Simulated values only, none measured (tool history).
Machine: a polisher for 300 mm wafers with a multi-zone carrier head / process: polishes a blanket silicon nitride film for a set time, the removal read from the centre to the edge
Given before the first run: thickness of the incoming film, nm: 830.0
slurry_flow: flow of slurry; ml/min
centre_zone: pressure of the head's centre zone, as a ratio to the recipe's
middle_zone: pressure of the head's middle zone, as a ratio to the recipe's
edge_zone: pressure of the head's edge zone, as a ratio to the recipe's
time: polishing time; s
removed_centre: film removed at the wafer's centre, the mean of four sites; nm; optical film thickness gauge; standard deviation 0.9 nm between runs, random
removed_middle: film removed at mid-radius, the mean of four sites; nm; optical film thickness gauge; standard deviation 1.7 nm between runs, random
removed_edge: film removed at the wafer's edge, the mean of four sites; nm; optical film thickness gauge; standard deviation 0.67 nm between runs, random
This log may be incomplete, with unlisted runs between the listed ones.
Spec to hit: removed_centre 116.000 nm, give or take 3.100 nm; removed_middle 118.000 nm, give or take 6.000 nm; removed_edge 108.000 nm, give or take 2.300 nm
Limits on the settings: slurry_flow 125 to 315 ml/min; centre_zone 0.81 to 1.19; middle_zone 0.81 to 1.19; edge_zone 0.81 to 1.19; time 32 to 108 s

{"run": 1, "hour": 0.0, "slurry_flow": 205, "centre_zone": 1.0, "middle_zone": 1.0, "edge_zone": 1.0, "time": 70, "removed_centre": 138.95, "removed_middle": 139.23, "removed_edge": 129.66}
{"run": 2, "hour": 5.6, "slurry_flow": 160, "centre_zone": 1.0, "middle_zone": 1.0, "edge_zone": 1.0, "time": 70, "removed_centre": 131.69, "removed_middle": 132.04, "removed_edge": 125.25}
{"run": 3, "hour": 12.8, "slurry_flow": 160, "centre_zone": 1.0, "middle_zone": 1.0, "edge_zone": 1.0, "time": 53, "removed_centre": 98.729, "removed_middle": 100.8, "removed_edge": 95.842}
{"run": 4, "hour": 14.2, "slurry_flow": 160, "centre_zone": 1.0, "middle_zone": 1.0, "edge_zone": 1.0, "time": 40, "removed_centre": 74.529, "removed_middle": 74.804, "removed_edge": 72.234}
{"run": 5, "hour": 16.9, "slurry_flow": 160, "centre_zone": 1.0, "middle_zone": 1.0, "edge_zone": 1.0, "time": 33, "removed_centre": 62.579, "removed_middle": 61.583, "removed_edge": 59.416}
{"run": 6, "hour": 22.4, "slurry_flow": 125, "centre_zone": 1.0, "middle_zone": 1.0, "edge_zone": 1.0, "time": 33, "removed_centre": 58.389, "removed_middle": 59.501, "removed_edge": 57.385}
{"hour": 26.8, "done": "edge zone pressure recalibrated"}
{"run": 7, "hour": 26.8, "slurry_flow": 160, "centre_zone": 1.01, "middle_zone": 1.03, "edge_zone": 1.04, "time": 36, "removed_centre": 67.878, "removed_middle": 68.988, "removed_edge": 70.32}
{"run": 8, "hour": 32.2, "slurry_flow": 190, "centre_zone": 1.03, "middle_zone": 1.07, "edge_zone": 1.03, "time": 38, "removed_centre": 76.504, "removed_middle": 80.171, "removed_edge": 76.033}
{"run": 9, "hour": 37.4, "slurry_flow": 215, "centre_zone": 1.06, "middle_zone": 1.1, "edge_zone": 1.04, "time": 39, "removed_centre": 82.203, "removed_middle": 83.661, "removed_edge": 78.787}
{"run": 10, "hour": 38.0, "slurry_flow": 235, "centre_zone": 1.07, "middle_zone": 1.12, "edge_zone": 1.05, "time": 41, "removed_centre": 87.937, "removed_middle": 92.152, "removed_edge": 83.787}

Exercise: of the 4 proposed moves below, exactly one satisfies all targets within the stated allowed misses. Which move is it?
{"run": "A", "hour": 38.6, "slurry_flow": 200, "centre_zone": 1.02, "middle_zone": 1.15, "edge_zone": 1.18, "time": 51, "removed_centre": "?", "removed_middle": "?", "removed_edge": "?"}
{"run": "B", "hour": 38.6, "slurry_flow": 240, "centre_zone": 1.08, "middle_zone": 1.06, "edge_zone": 1.09, "time": 56, "removed_centre": "?", "removed_middle": "?", "removed_edge": "?"}
{"run": "C", "hour": 38.6, "slurry_flow": 210, "centre_zone": 0.94, "middle_zone": 1.19, "edge_zone": 0.94, "time": 60, "removed_centre": "?", "removed_middle": "?", "removed_edge": "?"}
{"run": "D", "hour": 38.6, "slurry_flow": 200, "centre_zone": 1.13, "middle_zone": 1.17, "edge_zone": 1.11, "time": 52, "removed_centre": "?", "removed_middle": "?", "removed_edge": "?"}

move=A removed_centre=101.590 removed_middle=114.790 removed_edge=108.630
move=B removed_centre=121.280 removed_middle=120.630 removed_edge=116.920
move=C removed_centre=111.470 removed_middle=140.250 removed_edge=114.760
move=D removed_centre=114.350 removed_middle=118.740 removed_edge=107.300
A: gets the furthest-off result to its target, but another result is out of tolerance
B: takes the result that was furthest off past its target
C: takes the result that was furthest off past its target
D: meets every target
The right move is D.
